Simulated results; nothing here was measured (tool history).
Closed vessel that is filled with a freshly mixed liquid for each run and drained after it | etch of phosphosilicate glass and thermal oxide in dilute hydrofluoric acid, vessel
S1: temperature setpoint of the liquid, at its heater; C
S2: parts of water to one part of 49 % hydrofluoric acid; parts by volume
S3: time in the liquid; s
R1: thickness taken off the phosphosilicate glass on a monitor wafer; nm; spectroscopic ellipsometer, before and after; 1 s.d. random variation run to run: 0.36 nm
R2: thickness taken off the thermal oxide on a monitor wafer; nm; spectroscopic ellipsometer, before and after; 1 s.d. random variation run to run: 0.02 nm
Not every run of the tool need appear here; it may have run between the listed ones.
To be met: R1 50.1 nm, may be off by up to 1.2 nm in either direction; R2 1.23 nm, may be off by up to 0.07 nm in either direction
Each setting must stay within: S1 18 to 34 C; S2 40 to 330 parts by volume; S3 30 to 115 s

| run | hour | S1 | S2 | S3 | R1 | R2 |
|---|---|---|---|---|---|---|
| 1 | 0 | 26 | 185 | 60 | 64.288 | 1.523 |
| 2 | 5.7 | 25 | 185 | 60 | 62.002 | 1.5122 |
| 3 | 12.6 | 25 | 185 | 80 | 83.083 | 2.0311 |
| 4 | 21.4 | 25 | 140 | 80 | 117.05 | 2.7858 |
| 5 | 22.5 | 25 | 185 | 80 | 82.891 | 2.0172 |
| 6 | 29.7 | 25 | 185 | 60 | 62.265 | 1.5367 |
| 7 | 37.2 | 25 | 185 | 60 | 62.574 | 1.4871 |
| 8 | 45.6 | 24 | 185 | 60 | 59.636 | 1.4292 |
| 9 | 47.2 | 23.5 | 185 | 60 | 59.477 | 1.4509 |
| 10 | 50.7 | 23 | 185 | 60 | 57.663 | 1.4046 |

Pick the move, out of 4, that brings all results within their allowed miss; only one does.
| A | 54.2 | 23 | 180 | 50 | ? | ? |
| B | 54.2 | 24 | 130 | 45 | ? | ? |
| C | 54.2 | 19 | 195 | 60 | ? | ? |
| D | 54.2 | 19.5 | 240 | 85 | ? | ? |

| move | R1 | R2 |
|---|---|---|
| A | 49.537 | 1.1893 |
| B | 67.847 | 1.6289 |
| C | 46.328 | 1.1123 |
| D | 52.093 | 1.2507 |
A: in spec on every target
B: lands further from the targets than the last run did
C: pushes the last run's worst result past its target
D: closes in on the targets versus the last run, not all within tolerance yet
A meets every target.
